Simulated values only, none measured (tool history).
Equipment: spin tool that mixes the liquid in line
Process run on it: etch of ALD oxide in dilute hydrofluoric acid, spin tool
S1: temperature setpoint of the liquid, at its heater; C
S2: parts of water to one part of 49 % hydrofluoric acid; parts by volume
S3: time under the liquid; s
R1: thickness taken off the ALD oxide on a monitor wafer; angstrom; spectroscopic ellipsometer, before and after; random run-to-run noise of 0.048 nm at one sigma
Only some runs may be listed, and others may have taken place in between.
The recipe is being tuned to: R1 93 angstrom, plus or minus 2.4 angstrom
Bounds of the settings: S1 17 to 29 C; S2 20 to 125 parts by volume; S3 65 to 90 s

run	hour	S1	S2	S3	R1
1	0	21	70	90	118.66
2	2.8	20	70	90	113.37
3	4.1	19.5	70	90	110.28
4	9.5	19	70	90	108.13
5	11.3	19	45	90	172.66
6	16.5	19	55	90	140.95
7	20.5	18.5	60	90	125.72
8	27.4	18	65	90	111.46
9	29	17.5	70	90	102.57

Which one of the following 4 next-run settings gets every result inside its allowed miss? There is exactly one.
A	30.6	17	75	85	?
B	30.6	20	85	85	?
C	30.6	18	60	65	?
D	30.6	23	75	70	?

move	R1
A	87.315
B	86.461
C	88.572
D	92.379
A: moves the result that the last run missed by most past its target, out the other side
B: moves the result that the last run missed by most past its target, out the other side
C: moves the result that the last run missed by most past its target, out the other side
D: all results in spec
So the answer is move D, the one that meets all the targets.

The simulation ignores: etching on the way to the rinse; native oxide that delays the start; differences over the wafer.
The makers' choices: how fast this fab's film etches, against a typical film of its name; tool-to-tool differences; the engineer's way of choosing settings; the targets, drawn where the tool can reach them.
